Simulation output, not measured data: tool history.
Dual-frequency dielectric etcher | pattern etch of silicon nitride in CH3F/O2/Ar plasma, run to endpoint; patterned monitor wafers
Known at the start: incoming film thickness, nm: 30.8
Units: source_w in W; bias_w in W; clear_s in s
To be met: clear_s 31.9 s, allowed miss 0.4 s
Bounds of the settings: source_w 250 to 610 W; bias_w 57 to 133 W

run 1 hour=0 | source_w=430 bias_w=95 | clear_s=36.016
run 2 hour=7.1 | source_w=430 bias_w=101 | clear_s=35.14
run 3 hour=10.1 | source_w=390 bias_w=101 | clear_s=36.009
run 4 hour=13.8 | source_w=390 bias_w=94 | clear_s=37.311
run 5 hour=21.4 | source_w=350 bias_w=94 | clear_s=38.32
run 6 hour=28.8 | source_w=410 bias_w=95 | clear_s=36.465
run 7 hour=30.5 | source_w=450 bias_w=96 | clear_s=35.399
run 8 hour=39.1 | source_w=490 bias_w=97 | clear_s=34.385
run 9 hour=43.1 | source_w=520 bias_w=98 | clear_s=33.694
-- hour=49.3 wet clean of the chamber
run 10 hour=49.3 | source_w=540 bias_w=99 | clear_s=34.285
run 11 hour=56.4 | source_w=560 bias_w=104 | clear_s=33.113
run 12 hour=57.2 | source_w=570 bias_w=106 | clear_s=32.555
run 13 hour=66.2 | source_w=580 bias_w=106 | clear_s=32.463

4 next moves are on the table. One of them brings every result within its allowed miss. Which?
run A hour=75.2 | source_w=560 bias_w=113 | clear_s=?
run B hour=75.2 | source_w=580 bias_w=104 | clear_s=?
run C hour=75.2 | source_w=610 bias_w=101 | clear_s=?
run D hour=75.2 | source_w=600 bias_w=102 | clear_s=?

move=A clear_s=31.93
move=B clear_s=32.761
move=C clear_s=32.68
move=D clear_s=32.703
A: meets every target
B: further off than the last run
C: further off than the last run
D: further off than the last run
The right move is A.

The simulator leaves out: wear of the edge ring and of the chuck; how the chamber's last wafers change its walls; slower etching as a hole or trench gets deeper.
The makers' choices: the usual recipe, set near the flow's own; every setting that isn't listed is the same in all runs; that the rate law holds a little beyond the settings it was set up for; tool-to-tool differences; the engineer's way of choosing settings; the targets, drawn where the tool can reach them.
